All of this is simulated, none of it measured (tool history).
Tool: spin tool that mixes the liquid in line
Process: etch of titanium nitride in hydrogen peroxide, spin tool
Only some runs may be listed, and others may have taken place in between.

| run | day | temperature setpoint of the liquid (K) | concentration of hydrogen peroxide in the mixed liquid (% by weight) | time under the liquid (s) | thickness taken off the titanium nitride on a monitor wafer (nm) |
|---|---|---|---|---|---|
| 1 | 0.000 | 331.15 | 24.5 | 55 | 4.1496 |
| 2 | 0.200 | 327.65 | 24.5 | 55 | 3.2121 |
| 3 | 0.225 | 327.65 | 24.5 | 45 | 2.7139 |
| 4 | 0.350 | 327.65 | 24.5 | 55 | 3.3253 |
| 5 | 0.508 | 329.65 | 24.5 | 55 | 3.8208 |
| 6 | 0.692 | 330.65 | 24.5 | 55 | 4.0391 |
| 7 | 0.933 | 331.65 | 24.5 | 55 | 4.3567 |
| 8 | 1.121 | 332.15 | 24.5 | 55 | 4.5166 |

Forecast run 9:
| 9 | 1.258 | 332.15 | 24.5 | 55 | ? |

thickness taken off the titanium nitride on a monitor wafer (nm): 4.5224
